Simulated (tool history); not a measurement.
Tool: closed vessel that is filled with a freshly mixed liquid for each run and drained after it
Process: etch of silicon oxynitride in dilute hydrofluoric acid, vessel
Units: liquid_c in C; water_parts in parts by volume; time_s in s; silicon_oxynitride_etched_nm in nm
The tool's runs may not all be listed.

run	hour	liquid_c	water_parts	time_s	silicon_oxynitride_etched_nm
1	0	25	115	505	7.5193
2	6.9	25	115	385	5.7248
3	10.8	26	115	385	6.0021
4	14.5	27	110	385	6.5739
5	16.1	27	110	385	6.6128
6	24.8	27	145	385	4.8428

Estimate the outcome of run 7 from the log above:
7	31.6	28	140	385	?

silicon_oxynitride_etched_nm: 5.2665 nm
